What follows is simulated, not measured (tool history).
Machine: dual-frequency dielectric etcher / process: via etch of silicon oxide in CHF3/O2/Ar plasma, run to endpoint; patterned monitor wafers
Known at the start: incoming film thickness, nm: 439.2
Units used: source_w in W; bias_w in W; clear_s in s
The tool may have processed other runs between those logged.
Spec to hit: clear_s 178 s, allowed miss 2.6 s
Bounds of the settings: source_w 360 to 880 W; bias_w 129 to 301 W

run  hour  source_w  bias_w  clear_s
  1     0       620     215   211.78
  2   0.7       520     215   238.92
  3   7.8       550     216   229.59
  4  16.4       500     216   244.08
  5  18.4       450     216   262.48
  6  19.8       360     216   331.18
  7  23.6       400     216   288.82
  8  31.8       530     219   233.84
  9  34.2       550     219   227.42
 10  42.7       680     229    198.2
 11  48.5       680     229   198.32
 12  57.3       690     229   196.25

Pick the move, out of 4, that brings all results within their allowed miss; only one does.
  A  66.1       830     222        ?
  B  66.1       710     256        ?
  C  66.1       610     200        ?
  D  66.1       760     238        ?

move  clear_s
   A   177.91
   B   187.02
   C   217.15
   D   183.44
A: each result inside its tolerance
B: gains on the last run, yet a result remains outside its allowed miss
C: misses by more than the last run did
D: gains on the last run, yet a result remains outside its allowed miss
Answer: A
